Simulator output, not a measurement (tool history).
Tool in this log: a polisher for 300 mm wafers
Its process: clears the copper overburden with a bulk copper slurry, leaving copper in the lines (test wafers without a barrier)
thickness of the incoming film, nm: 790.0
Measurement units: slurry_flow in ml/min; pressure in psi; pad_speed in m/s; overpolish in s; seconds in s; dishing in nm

Run 1, hour 0.0: slurry_flow 125 ml/min, pressure 2.8 psi, pad_speed 1.30 m/s, slurry_solids 1.00, overpolish 13 s. Result: seconds 73.043 s, dishing 80.642 nm.
Run 2, hour 2.3: slurry_flow 125 ml/min, pressure 2.8 psi, pad_speed 1.30 m/s, slurry_solids 1.00, overpolish 12 s. Result: seconds 72.899 s, dishing 73.043 nm.
Run 3, hour 6.0: slurry_flow 125 ml/min, pressure 2.8 psi, pad_speed 1.10 m/s, slurry_solids 1.00, overpolish 12 s. Result: seconds 85.914 s, dishing 66.292 nm.
Run 4, hour 9.6: slurry_flow 130 ml/min, pressure 2.8 psi, pad_speed 1.10 m/s, slurry_solids 1.00, overpolish 11 s. Result: seconds 83.980 s, dishing 63.605 nm.
Run 5, hour 10.2: slurry_flow 145 ml/min, pressure 2.8 psi, pad_speed 1.10 m/s, slurry_solids 1.00, overpolish 11 s. Result: seconds 82.112 s, dishing 63.791 nm.
Run 6, hour 11.8: slurry_flow 145 ml/min, pressure 2.8 psi, pad_speed 1.10 m/s, slurry_solids 0.85, overpolish 11 s. Result: seconds 86.062 s, dishing 61.834 nm.

Expected results for the next run?
Run 7, hour 17.3: slurry_flow 150 ml/min, pressure 2.8 psi, pad_speed 1.10 m/s, slurry_solids 0.85, overpolish 11 s. Result: seconds ?, dishing ?.

{"run 7": {"seconds": 85.013, "dishing": 60.494}}

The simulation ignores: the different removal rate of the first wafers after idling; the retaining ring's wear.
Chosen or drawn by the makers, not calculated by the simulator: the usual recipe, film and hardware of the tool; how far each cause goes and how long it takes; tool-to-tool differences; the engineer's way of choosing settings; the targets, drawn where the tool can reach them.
